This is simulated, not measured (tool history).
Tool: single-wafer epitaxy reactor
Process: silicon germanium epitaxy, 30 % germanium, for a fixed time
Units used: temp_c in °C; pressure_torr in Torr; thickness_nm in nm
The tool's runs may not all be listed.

run    day  temp_c  pressure_torr  thickness_nm
  1      0     605           22.8        70.845
  2  0.362     610           22.8        76.636
  3  0.404     608           22.8        73.915
  4  0.671     606           22.8        72.182
  5  0.738     605           22.8        70.463
  6  0.892     600           22.8        65.319
  7   1.05     599           22.8        64.598

For run 8, what comes out?
  8  1.321     597           22.8             ?

{"run 8": {"thickness_nm": 62.786}}
